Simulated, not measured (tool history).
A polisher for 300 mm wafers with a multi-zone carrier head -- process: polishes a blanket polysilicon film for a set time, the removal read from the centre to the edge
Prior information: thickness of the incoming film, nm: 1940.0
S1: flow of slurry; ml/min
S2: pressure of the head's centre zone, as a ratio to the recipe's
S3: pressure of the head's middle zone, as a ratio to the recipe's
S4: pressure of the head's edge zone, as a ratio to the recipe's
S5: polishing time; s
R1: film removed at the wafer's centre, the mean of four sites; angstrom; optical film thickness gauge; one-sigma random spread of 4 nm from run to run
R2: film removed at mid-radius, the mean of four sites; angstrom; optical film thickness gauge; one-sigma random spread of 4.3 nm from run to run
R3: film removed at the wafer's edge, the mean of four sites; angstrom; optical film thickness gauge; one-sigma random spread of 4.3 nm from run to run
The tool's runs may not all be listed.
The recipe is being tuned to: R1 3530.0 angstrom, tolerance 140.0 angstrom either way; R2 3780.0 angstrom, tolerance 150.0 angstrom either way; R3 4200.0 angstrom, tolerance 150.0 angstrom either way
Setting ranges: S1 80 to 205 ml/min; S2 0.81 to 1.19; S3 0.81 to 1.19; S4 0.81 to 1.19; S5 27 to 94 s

| run | hour | S1 | S2 | S3 | S4 | S5 | R1 | R2 | R3 |
|---|---|---|---|---|---|---|---|---|---|
| 1 | 0.0 | 135 | 1.00 | 1.00 | 1.00 | 60 | 5706.4 | 5510.6 | 5554.7 |
| 2 | 5.1 | 135 | 1.00 | 1.00 | 1.00 | 50 | 4740.6 | 4697.8 | 4600.1 |
| 3 | 11.8 | 125 | 1.00 | 1.00 | 1.00 | 50 | 4609.4 | 4593.8 | 4484.5 |
| 4 | 14.2 | 120 | 0.98 | 0.99 | 1.01 | 50 | 4552.9 | 4493.7 | 4493.9 |
| 5 | 15.0 | 105 | 0.98 | 0.99 | 1.01 | 50 | 4413.5 | 4398.7 | 4407.6 |
| 6 | 18.5 | 105 | 0.98 | 0.99 | 1.01 | 42 | 3682.3 | 3690.3 | 3705.6 |
| 7 | 19.9 | 105 | 0.97 | 0.99 | 1.03 | 42 | 3699.1 | 3657.0 | 3798.3 |
| 8 | 24.8 | 105 | 0.96 | 0.99 | 1.04 | 42 | 3561.7 | 3695.4 | 3779.4 |
| 9 | 26.3 | 105 | 0.96 | 0.99 | 1.04 | 42 | 3656.9 | 3679.5 | 3828.7 |

Next run, 5 choices. One meets every target within its allowed miss, the rest don't. Which?
| A | 27.8 | 110 | 0.91 | 1.01 | 1.07 | 42 | ? | ? | ? |
| B | 27.8 | 125 | 1.01 | 0.98 | 0.99 | 42 | ? | ? | ? |
| C | 27.8 | 105 | 1.02 | 0.92 | 1.12 | 42 | ? | ? | ? |
| D | 27.8 | 100 | 0.88 | 0.97 | 1.15 | 45 | ? | ? | ? |
| E | 27.8 | 115 | 0.96 | 0.93 | 1.09 | 45 | ? | ? | ? |

| move | R1 | R2 | R3 |
|---|---|---|---|
| A | 3522.4 | 3747.7 | 3812.9 |
| B | 4017.5 | 3738.0 | 3759.1 |
| C | 3909.3 | 3432.6 | 3866.2 |
| D | 3571.4 | 3810.7 | 4158.7 |
| E | 4018.8 | 3776.5 | 4144.5 |
A: no nearer and no further than the last run
B: moves away from the targets compared with the last run
C: moves away from the targets compared with the last run
D: all results land within tolerance of their targets
E: puts the biggest miss on target and leaves a different result outside tolerance
Move D is the one to make.

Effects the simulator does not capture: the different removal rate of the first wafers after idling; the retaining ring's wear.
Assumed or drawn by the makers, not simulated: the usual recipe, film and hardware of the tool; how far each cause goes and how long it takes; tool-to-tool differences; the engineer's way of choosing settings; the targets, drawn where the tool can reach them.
